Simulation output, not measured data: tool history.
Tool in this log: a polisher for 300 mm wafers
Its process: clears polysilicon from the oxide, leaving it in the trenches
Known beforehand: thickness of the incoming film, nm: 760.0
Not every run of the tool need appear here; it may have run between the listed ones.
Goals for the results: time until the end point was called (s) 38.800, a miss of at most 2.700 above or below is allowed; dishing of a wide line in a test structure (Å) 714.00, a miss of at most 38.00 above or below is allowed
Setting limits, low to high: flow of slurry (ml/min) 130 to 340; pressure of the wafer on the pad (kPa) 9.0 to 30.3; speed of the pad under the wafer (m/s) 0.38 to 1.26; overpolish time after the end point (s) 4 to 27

run	hour	flow of slurry (ml/min)	pressure of the wafer on the pad (kPa)	speed of the pad under the wafer (m/s)	overpolish time after the end point (s)	time until the end point was called (s)	dishing of a wide line in a test structure (Å)
1	0.0	220	19.3	0.82	14	62.490	725.17
2	1.8	220	22.1	0.84	12	54.147	711.32
3	10.8	190	22.1	0.84	12	52.024	720.62
4	11.5	190	22.1	0.96	12	47.497	754.23
5	20.1	190	23.4	0.96	11	45.179	743.10
6	20.9	190	23.4	0.96	8	44.470	685.61
7	26.7	190	24.1	0.96	8	44.022	690.59
8	31.5	190	24.8	0.96	8	42.001	680.84

Consider the 4 candidate settings below. Which is the only one whose results all fall within their allowed miss of target?
A	36.3	155	24.8	1.26	14	?	?
B	36.3	195	22.1	1.00	9	?	?
C	36.3	185	23.4	0.90	13	?	?
D	36.3	160	25.5	1.04	8	?	?

move	time until the end point was called (s)	dishing of a wide line in a test structure (Å)
A	33.717	789.41
B	45.364	691.78
C	47.959	748.72
D	39.471	696.40
A: takes the biggest miss from the last run beyond its target
B: lands further from the targets than the last run did
C: lands further from the targets than the last run did
D: all results land within tolerance of their targets
Answer: D
